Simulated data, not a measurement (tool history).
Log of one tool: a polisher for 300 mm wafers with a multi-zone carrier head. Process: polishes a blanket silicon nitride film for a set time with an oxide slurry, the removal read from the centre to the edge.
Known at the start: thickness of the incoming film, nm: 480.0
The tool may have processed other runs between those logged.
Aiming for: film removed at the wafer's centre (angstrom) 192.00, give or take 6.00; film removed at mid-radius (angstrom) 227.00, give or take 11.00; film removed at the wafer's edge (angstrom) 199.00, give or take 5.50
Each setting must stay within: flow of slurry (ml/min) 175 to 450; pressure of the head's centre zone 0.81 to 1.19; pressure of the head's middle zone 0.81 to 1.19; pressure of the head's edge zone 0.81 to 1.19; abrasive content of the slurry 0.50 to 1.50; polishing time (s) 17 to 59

run,hour,flow of slurry (ml/min),pressure of the head's centre zone,pressure of the head's middle zone,pressure of the head's edge zone,abrasive content of the slurry,polishing time (s),film removed at the wafer's centre (angstrom),film removed at mid-radius (angstrom),film removed at the wafer's edge (angstrom)
1,0.0,290,1.00,1.00,1.00,1.00,38,268.53,261.72,263.71
2,1.9,290,1.00,0.92,1.00,1.00,38,265.91,241.79,260.97
3,4.7,290,1.00,0.92,1.00,1.00,45,317.49,282.91,308.33
4,9.4,290,0.98,0.94,0.97,0.90,44,285.87,279.94,286.38
5,13.7,290,0.93,0.94,0.97,0.90,44,270.92,280.09,290.16
6,14.6,290,0.93,0.95,0.95,0.85,43,260.84,264.95,272.50
7,19.2,290,0.92,0.97,0.93,0.80,42,246.16,250.78,251.26
8,25.8,285,0.90,0.99,0.91,0.75,42,231.36,248.78,242.32
9,28.8,280,0.89,1.00,0.89,0.70,42,219.60,240.03,229.44
10,29.6,280,0.89,1.00,0.89,0.70,42,220.58,244.72,229.72
11,35.8,275,0.88,1.00,0.88,0.70,42,213.61,238.15,230.25
12,41.1,270,0.88,1.01,0.87,0.65,42,208.86,235.26,219.48
13,48.3,260,0.88,1.02,0.86,0.65,42,204.91,232.92,214.45
14,56.4,250,0.88,1.03,0.86,0.65,42,206.03,239.35,214.05
15,57.9,240,0.86,1.02,0.81,0.55,42,181.58,215.32,190.76
16,59.7,250,0.86,1.02,0.81,0.55,42,182.34,211.89,192.81
17,67.8,255,0.86,1.03,0.81,0.55,42,186.64,213.65,192.96
18,72.4,255,0.86,1.04,0.81,0.55,42,184.18,219.15,191.15
19,79.9,260,0.86,1.04,0.82,0.55,42,182.25,223.50,193.91

Below are 5 possible settings for the next run. Only one of them brings all results inside the allowed miss of their targets. Which is it?
A,87.4,175,0.96,1.00,0.81,0.65,38,?,?,?
B,87.4,255,0.92,0.90,0.86,0.70,39,?,?,?
C,87.4,250,0.86,1.01,0.81,0.50,43,?,?,?
D,87.4,240,0.88,1.05,0.82,0.50,46,?,?,?
E,87.4,210,0.95,1.12,0.81,0.50,45,?,?,?

move,film removed at the wafer's centre (angstrom),film removed at mid-radius (angstrom),film removed at the wafer's edge (angstrom)
A,190.11,193.79,182.61
B,208.13,201.51,209.81
C,177.36,202.43,186.12
D,193.05,222.54,199.24
E,199.59,225.38,190.80
A: gets the furthest-off result to its target, but another result is out of tolerance
B: carries the result that was furthest off beyond its target, to the other side
C: further off than the last run
D: meets every target
E: carries the result that was furthest off beyond its target, to the other side
Answer: D
